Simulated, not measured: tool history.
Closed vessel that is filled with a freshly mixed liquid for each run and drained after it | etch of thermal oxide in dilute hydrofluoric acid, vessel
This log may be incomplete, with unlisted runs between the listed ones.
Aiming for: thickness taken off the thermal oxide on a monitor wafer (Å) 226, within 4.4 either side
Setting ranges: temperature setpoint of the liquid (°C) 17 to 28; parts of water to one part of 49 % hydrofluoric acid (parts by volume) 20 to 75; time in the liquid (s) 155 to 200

run,hour,temperature setpoint of the liquid (°C),parts of water to one part of 49 % hydrofluoric acid (parts by volume),time in the liquid (s),thickness taken off the thermal oxide on a monitor wafer (Å)
1,0,20,45,200,200.21
2,6.2,20,45,155,153.65
3,8.2,20,45,155,155.28
4,9.2,21,45,155,160.81
5,15.6,22,45,155,168.33
6,20.9,23,45,155,175.36
7,22.3,23.5,45,155,178.67
8,26.4,24,45,155,182.03
9,28,24.5,45,155,185.25
10,32.3,25,45,155,190.48
11,34.2,28,45,155,215.73
12,42.3,28,45,170,236.53
13,48.9,27.5,45,170,231.39

Consider the 5 candidate settings below. Which is the only one whose results all fall within their allowed miss of target?
A,55.5,24.5,45,195,?
B,55.5,27,50,200,?
C,55.5,27.5,45,175,?
D,55.5,24.5,40,175,?
E,55.5,27,45,170,?

move,thickness taken off the thermal oxide on a monitor wafer (Å)
A,235.03
B,238.5
C,238.3
D,238.9
E,226.87
A: the biggest miss grows against the last run
B: the biggest miss grows against the last run
C: the biggest miss grows against the last run
D: the biggest miss grows against the last run
E: every result within its allowed miss
So the answer is move E, the one that meets all the targets.
